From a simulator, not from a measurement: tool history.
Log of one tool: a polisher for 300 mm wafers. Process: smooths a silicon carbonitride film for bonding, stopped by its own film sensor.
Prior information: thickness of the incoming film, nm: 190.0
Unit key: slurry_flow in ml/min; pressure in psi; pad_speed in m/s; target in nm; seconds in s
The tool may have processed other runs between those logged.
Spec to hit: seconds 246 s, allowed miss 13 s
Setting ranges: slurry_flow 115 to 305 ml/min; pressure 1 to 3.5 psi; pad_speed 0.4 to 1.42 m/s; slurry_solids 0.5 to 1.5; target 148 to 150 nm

run 1 hour=0 | slurry_flow=195 pressure=2.2 pad_speed=0.9 slurry_solids=1 target=150 | seconds=152.15
run 2 hour=6.1 | slurry_flow=145 pressure=2.2 pad_speed=0.9 slurry_solids=1 target=150 | seconds=167.11
run 3 hour=11.7 | slurry_flow=145 pressure=2.5 pad_speed=0.9 slurry_solids=1 target=150 | seconds=153.73
run 4 hour=20.3 | slurry_flow=130 pressure=2.5 pad_speed=0.9 slurry_solids=1 target=150 | seconds=151.98
run 5 hour=26.5 | slurry_flow=130 pressure=2.4 pad_speed=0.9 slurry_solids=1 target=150 | seconds=157.07
run 6 hour=29.1 | slurry_flow=130 pressure=2.3 pad_speed=0.9 slurry_solids=1 target=150 | seconds=165.08
run 7 hour=37.7 | slurry_flow=130 pressure=2.2 pad_speed=0.9 slurry_solids=1 target=150 | seconds=163.45
run 8 hour=42.7 | slurry_flow=130 pressure=2.1 pad_speed=0.88 slurry_solids=1 target=150 | seconds=169.4

Which of these 4 next moves meets every target?
run A hour=47.7 | slurry_flow=135 pressure=1.3 pad_speed=0.94 slurry_solids=0.9 target=148 | seconds=?
run B hour=47.7 | slurry_flow=140 pressure=2.3 pad_speed=0.96 slurry_solids=1 target=150 | seconds=?
run C hour=47.7 | slurry_flow=145 pressure=2.6 pad_speed=1.22 slurry_solids=0.85 target=150 | seconds=?
run D hour=47.7 | slurry_flow=185 pressure=1.2 pad_speed=1.08 slurry_solids=1.05 target=148 | seconds=?

move=A seconds=243.08
move=B seconds=153.75
move=C seconds=129.12
move=D seconds=204.02
A: hits every target within its allowed miss
B: the biggest miss grows against the last run
C: the biggest miss grows against the last run
D: an improvement on the last run, though not all results are within tolerance
A meets every target.
